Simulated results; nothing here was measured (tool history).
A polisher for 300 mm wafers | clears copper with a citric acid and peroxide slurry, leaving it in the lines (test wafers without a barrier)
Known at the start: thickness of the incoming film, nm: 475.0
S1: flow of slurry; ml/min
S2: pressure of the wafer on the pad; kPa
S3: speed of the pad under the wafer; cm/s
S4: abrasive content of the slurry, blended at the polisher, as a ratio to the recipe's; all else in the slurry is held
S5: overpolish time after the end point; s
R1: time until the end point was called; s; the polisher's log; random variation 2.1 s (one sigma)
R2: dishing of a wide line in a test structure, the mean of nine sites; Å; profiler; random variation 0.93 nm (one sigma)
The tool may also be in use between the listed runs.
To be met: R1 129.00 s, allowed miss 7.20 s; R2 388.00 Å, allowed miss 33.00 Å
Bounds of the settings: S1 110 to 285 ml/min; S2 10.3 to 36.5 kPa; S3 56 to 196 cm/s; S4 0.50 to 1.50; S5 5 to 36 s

run	hour	S1	S2	S3	S4	S5	R1	R2
1	0.0	180	23.4	126	1.00	18	172.21	317.83
2	0.8	180	23.4	100	1.00	18	205.28	260.05
3	8.5	180	26.2	100	1.00	18	194.52	283.62
4	17.2	180	26.2	100	1.00	13	193.75	220.19
5	25.4	180	27.6	102	1.00	13	179.93	236.28
6	33.5	180	31.7	102	1.00	13	162.38	263.68
7	41.2	180	32.4	104	1.00	13	154.81	262.94
8	48.4	180	33.1	106	1.00	14	150.44	308.49
9	53.5	180	33.8	106	1.00	14	143.88	288.81
10	58.3	180	33.8	106	1.00	15	143.59	307.88

Which of these 4 next moves meets every target?
A	63.1	230	29.0	138	0.95	18	?	?
B	63.1	145	31.7	110	0.90	24	?	?
C	63.1	130	35.9	132	0.90	12	?	?
D	63.1	145	29.0	114	0.90	21	?	?

move	R1	R2
A	128.56	376.45
B	158.33	399.41
C	123.88	289.81
D	165.92	351.01
A: meets every target
B: brings the result that was furthest off to its target, and leaves another outside
C: further off than the last run
D: further off than the last run
Answer: A

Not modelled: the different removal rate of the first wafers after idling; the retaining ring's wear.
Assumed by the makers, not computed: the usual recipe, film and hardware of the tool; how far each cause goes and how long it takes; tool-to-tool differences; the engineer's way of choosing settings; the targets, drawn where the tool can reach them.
